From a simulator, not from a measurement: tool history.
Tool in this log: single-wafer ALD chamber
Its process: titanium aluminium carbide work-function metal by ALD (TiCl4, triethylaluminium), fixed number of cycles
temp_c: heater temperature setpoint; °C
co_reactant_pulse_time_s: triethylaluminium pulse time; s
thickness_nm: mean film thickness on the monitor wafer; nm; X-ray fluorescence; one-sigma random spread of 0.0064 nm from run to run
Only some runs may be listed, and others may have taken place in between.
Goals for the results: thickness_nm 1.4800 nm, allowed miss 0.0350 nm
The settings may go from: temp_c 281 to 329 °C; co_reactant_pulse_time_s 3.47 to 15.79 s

Run 1, hour 0.0: temp_c 305 °C, co_reactant_pulse_time_s 9.63 s. Result: thickness_nm 2.0663 nm.
Run 2, hour 4.9: temp_c 300 °C, co_reactant_pulse_time_s 8.44 s. Result: thickness_nm 1.9841 nm.
Run 3, hour 10.2: temp_c 300 °C, co_reactant_pulse_time_s 6.29 s. Result: thickness_nm 1.8471 nm.
Run 4, hour 17.2: temp_c 300 °C, co_reactant_pulse_time_s 8.29 s. Result: thickness_nm 2.0006 nm.
Run 5, hour 20.0: temp_c 300 °C, co_reactant_pulse_time_s 5.88 s. Result: thickness_nm 1.8022 nm.
Run 6, hour 21.9: temp_c 300 °C, co_reactant_pulse_time_s 4.63 s. Result: thickness_nm 1.6365 nm.
Run 7, hour 22.9: temp_c 296 °C, co_reactant_pulse_time_s 4.41 s. Result: thickness_nm 1.5648 nm.
Run 8, hour 29.1: temp_c 295 °C, co_reactant_pulse_time_s 4.39 s. Result: thickness_nm 1.5564 nm.
Run 9, hour 37.2: temp_c 294 °C, co_reactant_pulse_time_s 4.37 s. Result: thickness_nm 1.5371 nm.
Run 10, hour 40.0: temp_c 293 °C, co_reactant_pulse_time_s 4.36 s. Result: thickness_nm 1.5321 nm.

4 candidate next runs follow, results not yet known. Just one meets every target within its allowed miss. Identify it.
Run A, hour 42.8: temp_c 297 °C, co_reactant_pulse_time_s 4.68 s. Result: thickness_nm ?.
Run B, hour 42.8: temp_c 290 °C, co_reactant_pulse_time_s 4.81 s. Result: thickness_nm ?.
Run C, hour 42.8: temp_c 294 °C, co_reactant_pulse_time_s 4.09 s. Result: thickness_nm ?.
Run D, hour 42.8: temp_c 296 °C, co_reactant_pulse_time_s 4.69 s. Result: thickness_nm ?.

move  thickness_nm
   A        1.6158
   B        1.5793
   C        1.4851
   D        1.6093
A: lands further from the targets than the last run did
B: lands further from the targets than the last run did
C: hits every target within its allowed miss
D: lands further from the targets than the last run did
C meets every target.
